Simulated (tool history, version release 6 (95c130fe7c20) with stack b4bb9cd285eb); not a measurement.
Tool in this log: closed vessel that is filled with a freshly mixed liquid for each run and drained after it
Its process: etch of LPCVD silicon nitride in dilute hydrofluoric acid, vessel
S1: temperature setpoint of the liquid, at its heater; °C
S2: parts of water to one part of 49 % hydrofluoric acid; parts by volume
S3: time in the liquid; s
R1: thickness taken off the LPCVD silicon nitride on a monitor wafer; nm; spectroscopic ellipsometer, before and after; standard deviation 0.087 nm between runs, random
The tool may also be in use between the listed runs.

run	hour	S1	S2	S3	R1
1	0	25	250	2720	6.3395
2	2.9	25	335	2720	4.8021
3	8	22.5	335	2720	4.1304
4	11.7	22.5	335	2925	4.4355
5	19.5	24.5	335	2925	5.033
6	28.5	27	280	2925	6.9458
7	34.5	29	235	2925	9.3482

The next listed run, before its measurement:
8	41.7	30	210	2925	?

Run 8 produced R1 11.082 nm.
